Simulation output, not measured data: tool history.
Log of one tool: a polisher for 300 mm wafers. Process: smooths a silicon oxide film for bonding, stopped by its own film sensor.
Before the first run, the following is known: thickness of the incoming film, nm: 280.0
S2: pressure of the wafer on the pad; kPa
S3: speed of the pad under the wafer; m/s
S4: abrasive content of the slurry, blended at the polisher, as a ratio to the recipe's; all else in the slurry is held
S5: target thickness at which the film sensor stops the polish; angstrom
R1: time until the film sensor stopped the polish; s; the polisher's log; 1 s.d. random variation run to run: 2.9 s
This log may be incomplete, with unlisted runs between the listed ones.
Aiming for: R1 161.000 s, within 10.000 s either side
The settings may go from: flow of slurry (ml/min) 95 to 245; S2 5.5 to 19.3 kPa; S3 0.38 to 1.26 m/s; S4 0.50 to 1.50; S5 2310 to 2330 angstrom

run 1 hour=0.0 | flow_of_slurry_(ml/min)=155 S2=12.4 S3=0.82 S4=1.00 S5=2330 | R1=99.623
run 2 hour=4.4 | flow_of_slurry_(ml/min)=155 S2=11.7 S3=0.82 S4=1.00 S5=2330 | R1=104.610
run 3 hour=11.1 | flow_of_slurry_(ml/min)=155 S2=11.7 S3=0.74 S4=1.00 S5=2330 | R1=113.270
run 4 hour=16.5 | flow_of_slurry_(ml/min)=155 S2=13.1 S3=0.74 S4=1.00 S5=2330 | R1=100.650
run 5 hour=24.9 | flow_of_slurry_(ml/min)=155 S2=13.1 S3=0.58 S4=1.00 S5=2330 | R1=119.170
run 6 hour=29.0 | flow_of_slurry_(ml/min)=155 S2=12.4 S3=0.58 S4=1.00 S5=2330 | R1=124.830
run 7 hour=37.0 | flow_of_slurry_(ml/min)=155 S2=11.7 S3=0.58 S4=1.00 S5=2330 | R1=135.930
run 8 hour=41.4 | flow_of_slurry_(ml/min)=155 S2=11.0 S3=0.58 S4=1.00 S5=2330 | R1=144.800

4 next moves are on the table. One of them brings every result within its allowed miss. Which?
run A hour=45.8 | flow_of_slurry_(ml/min)=135 S2=10.3 S3=0.52 S4=1.20 S5=2320 | R1=?
run B hour=45.8 | flow_of_slurry_(ml/min)=150 S2=12.4 S3=0.64 S4=1.05 S5=2330 | R1=?
run C hour=45.8 | flow_of_slurry_(ml/min)=145 S2=14.5 S3=0.54 S4=1.00 S5=2330 | R1=?
run D hour=45.8 | flow_of_slurry_(ml/min)=200 S2=11.7 S3=0.54 S4=1.10 S5=2310 | R1=?

move=A R1=163.290
move=B R1=116.610
move=C R1=117.950
move=D R1=138.050
A: all results land within tolerance of their targets
B: lands further from the targets than the last run did
C: lands further from the targets than the last run did
D: lands further from the targets than the last run did
Correct choice: A, which meets every target

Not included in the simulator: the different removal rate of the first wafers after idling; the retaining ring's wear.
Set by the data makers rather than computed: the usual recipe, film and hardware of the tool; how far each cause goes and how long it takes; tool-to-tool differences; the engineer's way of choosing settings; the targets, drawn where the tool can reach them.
